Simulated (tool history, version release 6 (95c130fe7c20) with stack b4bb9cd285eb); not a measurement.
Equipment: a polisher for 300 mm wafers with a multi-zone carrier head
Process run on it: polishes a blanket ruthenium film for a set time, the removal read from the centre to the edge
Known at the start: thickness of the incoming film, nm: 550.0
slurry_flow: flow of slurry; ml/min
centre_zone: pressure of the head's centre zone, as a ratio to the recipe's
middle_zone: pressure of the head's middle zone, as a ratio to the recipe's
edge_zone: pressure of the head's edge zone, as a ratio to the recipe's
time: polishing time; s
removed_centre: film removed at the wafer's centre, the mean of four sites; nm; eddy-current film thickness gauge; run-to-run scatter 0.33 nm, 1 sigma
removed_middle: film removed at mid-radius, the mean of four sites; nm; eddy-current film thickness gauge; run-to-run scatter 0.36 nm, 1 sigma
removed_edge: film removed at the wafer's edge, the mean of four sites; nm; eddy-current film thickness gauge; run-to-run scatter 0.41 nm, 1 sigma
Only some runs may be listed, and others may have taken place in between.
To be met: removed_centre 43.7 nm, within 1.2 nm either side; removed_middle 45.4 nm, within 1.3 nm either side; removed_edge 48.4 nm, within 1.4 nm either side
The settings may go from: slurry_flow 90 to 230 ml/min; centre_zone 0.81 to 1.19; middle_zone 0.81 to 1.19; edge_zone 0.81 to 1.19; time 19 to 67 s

{"run": 1, "hour": 0.0, "slurry_flow": 150, "centre_zone": 1, "middle_zone": 1, "edge_zone": 1, "time": 43, "removed_centre": 56.838, "removed_middle": 58.002, "removed_edge": 58.738}
{"run": 2, "hour": 6.1, "slurry_flow": 150, "centre_zone": 1.08, "middle_zone": 1, "edge_zone": 1, "time": 43, "removed_centre": 61.73, "removed_middle": 57.607, "removed_edge": 58.51}
{"run": 3, "hour": 13.8, "slurry_flow": 150, "centre_zone": 1.05, "middle_zone": 1, "edge_zone": 1, "time": 43, "removed_centre": 60.124, "removed_middle": 57.93, "removed_edge": 59.164}
{"run": 4, "hour": 19.5, "slurry_flow": 120, "centre_zone": 1.05, "middle_zone": 1, "edge_zone": 1, "time": 43, "removed_centre": 56.642, "removed_middle": 54.732, "removed_edge": 56.337}
{"run": 5, "hour": 24.8, "slurry_flow": 115, "centre_zone": 1.02, "middle_zone": 0.98, "edge_zone": 0.98, "time": 43, "removed_centre": 54.2, "removed_middle": 52.619, "removed_edge": 55.934}
{"run": 6, "hour": 30.5, "slurry_flow": 115, "centre_zone": 1.02, "middle_zone": 0.9, "edge_zone": 0.98, "time": 43, "removed_centre": 54.139, "removed_middle": 49.818, "removed_edge": 56.461}
{"run": 7, "hour": 35.9, "slurry_flow": 110, "centre_zone": 1, "middle_zone": 0.91, "edge_zone": 0.96, "time": 42, "removed_centre": 50.788, "removed_middle": 48.258, "removed_edge": 53.984}
{"run": 8, "hour": 43.4, "slurry_flow": 110, "centre_zone": 0.99, "middle_zone": 0.91, "edge_zone": 0.94, "time": 42, "removed_centre": 50.405, "removed_middle": 48.318, "removed_edge": 52.935}
{"run": 9, "hour": 49.5, "slurry_flow": 105, "centre_zone": 0.97, "middle_zone": 0.91, "edge_zone": 0.93, "time": 42, "removed_centre": 49.186, "removed_middle": 47.96, "removed_edge": 52.171}
{"run": 10, "hour": 51.1, "slurry_flow": 105, "centre_zone": 0.96, "middle_zone": 0.91, "edge_zone": 0.92, "time": 42, "removed_centre": 48.434, "removed_middle": 47.499, "removed_edge": 52.408}

5 candidate next runs follow, results not yet known. Just one meets every target within its allowed miss. Identify it.
{"run": "A", "hour": 52.7, "slurry_flow": 115, "centre_zone": 0.91, "middle_zone": 0.9, "edge_zone": 0.87, "time": 39, "removed_centre": "?", "removed_middle": "?", "removed_edge": "?"}
{"run": "B", "hour": 52.7, "slurry_flow": 105, "centre_zone": 1.13, "middle_zone": 0.82, "edge_zone": 0.81, "time": 42, "removed_centre": "?", "removed_middle": "?", "removed_edge": "?"}
{"run": "C", "hour": 52.7, "slurry_flow": 110, "centre_zone": 1.03, "middle_zone": 0.97, "edge_zone": 0.81, "time": 37, "removed_centre": "?", "removed_middle": "?", "removed_edge": "?"}
{"run": "D", "hour": 52.7, "slurry_flow": 105, "centre_zone": 1.05, "middle_zone": 0.91, "edge_zone": 0.83, "time": 37, "removed_centre": "?", "removed_middle": "?", "removed_edge": "?"}
{"run": "E", "hour": 52.7, "slurry_flow": 95, "centre_zone": 0.97, "middle_zone": 0.99, "edge_zone": 0.83, "time": 39, "removed_centre": "?", "removed_middle": "?", "removed_edge": "?"}

move=A removed_centre=43.915 removed_middle=45.427 removed_edge=47.84
move=B removed_centre=56.959 removed_middle=44.211 removed_edge=49.25
move=C removed_centre=46.522 removed_middle=45.112 removed_edge=43.735
move=D removed_centre=46.63 removed_middle=42.259 removed_edge=43.735
move=E removed_centre=43.646 removed_middle=46.048 removed_edge=45.008
A: all results in spec
B: the biggest miss grows against the last run
C: nearer than the last run, and not there yet
D: nearer than the last run, and not there yet
E: brings the result that was furthest off to its target, and leaves another outside
So the answer is move A, the one that meets all the targets.

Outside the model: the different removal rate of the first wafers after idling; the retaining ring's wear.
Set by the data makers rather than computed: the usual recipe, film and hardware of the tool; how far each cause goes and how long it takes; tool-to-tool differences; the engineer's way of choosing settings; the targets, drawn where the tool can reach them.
